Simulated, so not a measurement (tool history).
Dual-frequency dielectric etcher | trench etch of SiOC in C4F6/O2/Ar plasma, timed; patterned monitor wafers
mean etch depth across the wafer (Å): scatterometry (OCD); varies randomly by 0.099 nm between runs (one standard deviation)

run,hour,source power (kW),bias power (kW),etch time (s),mean etch depth across the wafer (Å)
1,0.0,0.250,0.132,21,307.59
2,3.3,0.250,0.150,21,323.24
3,10.4,0.230,0.140,21,303.54
4,13.3,0.210,0.140,21,287.85
5,16.4,0.210,0.126,21,275.88
6,22.3,0.200,0.126,21,274.12
7,28.4,0.190,0.125,21,263.94
8,29.9,0.180,0.125,21,258.47

The next listed run, before its measurement:
9,36.7,0.150,0.123,21,?

{"run 9": {"mean etch depth across the wafer (Å)": 233.83}}
